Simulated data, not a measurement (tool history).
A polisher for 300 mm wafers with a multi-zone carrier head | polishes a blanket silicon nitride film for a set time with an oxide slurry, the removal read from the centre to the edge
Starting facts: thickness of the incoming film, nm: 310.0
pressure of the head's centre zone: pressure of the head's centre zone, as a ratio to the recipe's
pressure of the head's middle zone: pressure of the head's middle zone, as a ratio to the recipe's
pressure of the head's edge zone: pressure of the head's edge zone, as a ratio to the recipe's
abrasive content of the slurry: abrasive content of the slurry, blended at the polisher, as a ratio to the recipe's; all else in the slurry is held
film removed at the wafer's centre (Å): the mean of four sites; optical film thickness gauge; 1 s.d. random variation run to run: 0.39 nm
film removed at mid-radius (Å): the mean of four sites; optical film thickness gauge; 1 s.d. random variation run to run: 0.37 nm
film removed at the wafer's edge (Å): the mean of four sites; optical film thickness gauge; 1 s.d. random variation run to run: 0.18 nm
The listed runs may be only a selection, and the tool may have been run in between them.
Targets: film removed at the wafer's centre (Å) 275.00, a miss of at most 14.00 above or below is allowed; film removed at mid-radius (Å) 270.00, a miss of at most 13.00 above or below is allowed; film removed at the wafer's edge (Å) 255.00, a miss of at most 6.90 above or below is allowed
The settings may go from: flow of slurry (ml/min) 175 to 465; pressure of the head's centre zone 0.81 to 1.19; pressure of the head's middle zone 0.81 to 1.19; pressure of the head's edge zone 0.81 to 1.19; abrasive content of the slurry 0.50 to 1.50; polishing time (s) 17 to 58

| run | day | flow of slurry (ml/min) | pressure of the head's centre zone | pressure of the head's middle zone | pressure of the head's edge zone | abrasive content of the slurry | polishing time (s) | film removed at the wafer's centre (Å) | film removed at mid-radius (Å) | film removed at the wafer's edge (Å) |
|---|---|---|---|---|---|---|---|---|---|---|
| 1 | 0.000 | 295 | 1.00 | 1.00 | 1.00 | 1.00 | 37 | 407.23 | 413.54 | 404.12 |
| 2 | 0.304 | 295 | 1.00 | 0.99 | 0.97 | 0.85 | 35 | 352.47 | 357.77 | 351.60 |
| 3 | 0.558 | 295 | 1.01 | 0.99 | 0.94 | 0.75 | 34 | 334.80 | 330.50 | 322.61 |
| 4 | 0.917 | 295 | 1.01 | 0.99 | 0.94 | 0.85 | 34 | 348.25 | 351.46 | 343.10 |
| 5 | 1.067 | 295 | 1.02 | 1.00 | 0.93 | 0.75 | 33 | 324.56 | 313.82 | 311.07 |
| 6 | 1.375 | 290 | 1.02 | 1.02 | 0.90 | 0.70 | 33 | 318.42 | 316.01 | 294.36 |
| 7 | 1.642 | 270 | 0.96 | 0.93 | 0.82 | 0.50 | 33 | 250.42 | 248.09 | 241.15 |
| 8 | 1.933 | 285 | 0.97 | 0.94 | 0.83 | 0.50 | 33 | 261.42 | 253.52 | 248.39 |
| 9 | 2.171 | 295 | 0.97 | 0.95 | 0.83 | 0.50 | 33 | 256.66 | 254.11 | 246.16 |
| 10 | 2.204 | 295 | 0.98 | 0.96 | 0.84 | 0.50 | 33 | 262.45 | 257.38 | 246.75 |
| 11 | 2.533 | 315 | 1.00 | 0.99 | 0.88 | 0.55 | 33 | 275.53 | 278.78 | 269.06 |

Which of these 4 next moves meets every target?
| A | 2.862 | 330 | 1.05 | 0.95 | 0.83 | 0.50 | 32 | ? | ? | ? |
| B | 2.862 | 240 | 1.10 | 0.92 | 1.00 | 0.60 | 29 | ? | ? | ? |
| C | 2.862 | 375 | 0.86 | 1.11 | 0.81 | 0.55 | 33 | ? | ? | ? |
| D | 2.862 | 225 | 0.97 | 0.95 | 0.81 | 0.55 | 34 | ? | ? | ? |

| move | film removed at the wafer's centre (Å) | film removed at mid-radius (Å) | film removed at the wafer's edge (Å) |
|---|---|---|---|
| A | 269.65 | 251.44 | 243.97 |
| B | 270.28 | 234.69 | 256.75 |
| C | 240.17 | 312.18 | 261.27 |
| D | 266.73 | 270.42 | 261.48 |
A: takes the result that was furthest off past its target
B: meets the target for the result that was furthest off, but another lies outside its allowed miss
C: meets the target for the result that was furthest off, but another lies outside its allowed miss
D: meets every target
The right move is D.
